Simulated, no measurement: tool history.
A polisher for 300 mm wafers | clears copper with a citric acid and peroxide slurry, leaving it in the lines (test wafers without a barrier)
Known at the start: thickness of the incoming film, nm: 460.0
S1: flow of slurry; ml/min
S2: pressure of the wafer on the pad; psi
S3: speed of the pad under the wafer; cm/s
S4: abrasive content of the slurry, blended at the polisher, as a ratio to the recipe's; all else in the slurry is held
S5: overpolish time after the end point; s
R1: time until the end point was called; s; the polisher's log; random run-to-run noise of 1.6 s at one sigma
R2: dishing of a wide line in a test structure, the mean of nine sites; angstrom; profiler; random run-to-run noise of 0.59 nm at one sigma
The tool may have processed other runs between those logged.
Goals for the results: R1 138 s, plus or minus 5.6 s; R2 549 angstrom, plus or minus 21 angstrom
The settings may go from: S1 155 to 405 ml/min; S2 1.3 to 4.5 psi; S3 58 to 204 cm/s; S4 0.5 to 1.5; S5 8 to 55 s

run,hour,S1,S2,S3,S4,S5,R1,R2
1,0,260,2.9,130,1,28,195.75,373.37
2,7.2,260,2.9,144,1,28,177.4,390.38
3,9.3,260,2.9,132,1,28,191.35,370.93
4,15.7,260,3,132,1,29,183.12,387.56
5,17.9,260,3.1,132,1,30,177.48,409.94
6,23.7,260,3.2,132,1,31,175.15,414.33
7,30.9,260,3.3,132,1,32,167.07,441.51
8,34.1,260,3.4,132,1,33,161.13,456.96
9,42.4,260,3.5,132,1,34,158.65,478.38
10,44.8,260,3.6,132,1,34,154.92,472.9

Next run, 4 choices. One meets every target within its allowed miss, the rest don't. Which?
A,47.2,215,4.5,124,0.65,33,?,?
B,47.2,240,3.8,144,1.05,34,?,?
C,47.2,270,3.9,142,0.8,40,?,?
D,47.2,220,4.1,148,0.9,37,?,?

move,R1,R2
A,140.35,513.6
B,137.95,521.28
C,139.68,558.96
D,129.19,560.39
A: nearer the targets than the last run, but a result is still out of spec
B: nearer the targets than the last run, but a result is still out of spec
C: every result within its allowed miss
D: puts the biggest miss on target and leaves a different result outside tolerance
So the answer is move C, the one that meets all the targets.
